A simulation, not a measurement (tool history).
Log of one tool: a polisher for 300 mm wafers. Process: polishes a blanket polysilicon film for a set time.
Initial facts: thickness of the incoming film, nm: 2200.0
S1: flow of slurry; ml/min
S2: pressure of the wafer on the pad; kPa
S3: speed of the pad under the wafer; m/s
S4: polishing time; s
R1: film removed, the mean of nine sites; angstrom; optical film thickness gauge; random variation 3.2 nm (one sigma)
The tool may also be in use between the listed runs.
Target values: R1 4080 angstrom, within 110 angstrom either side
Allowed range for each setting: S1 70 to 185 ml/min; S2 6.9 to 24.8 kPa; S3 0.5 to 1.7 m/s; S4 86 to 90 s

run  hour   S1    S2    S3  S4      R1
  1     0  120  15.9   1.1  86  6591.4
  2     7  120  15.9   1.1  86    6637
  3  13.9  120  15.9   1.1  90  6866.2
  4  15.1  115  14.5   1.1  90    6345
  5  15.9  110  13.8   1.1  90  5883.5
  6  21.1  110  13.8  1.26  90  6688.3
  7  24.8  105  13.1  1.26  90  6316.3
  8  30.9  100  12.4  1.26  90  5933.9
  9  31.8   95  11.7  1.26  90  5568.2
 10  39.6   90    11  1.26  90  5089.7
 11  43.9   85    11  1.26  90  5034.8
 12  52.5   75   9.7  1.26  90  4232.8

4 candidate next runs follow, results not yet known. Just one meets every target within its allowed miss. Identify it.
  A  61.1  110   7.6  1.34  90   ?
  B  61.1   75   8.3  1.52  90   ?
  C  61.1  100   8.3  1.38  88   ?
  D  61.1   70  11.7  1.16  87   ?

move      R1
   A  4069.2
   B  4414.1
   C    4330
   D  4439.4
A: every result within its allowed miss
B: moves away from the targets compared with the last run
C: moves away from the targets compared with the last run
D: moves away from the targets compared with the last run
Go with A: it meets all targets.
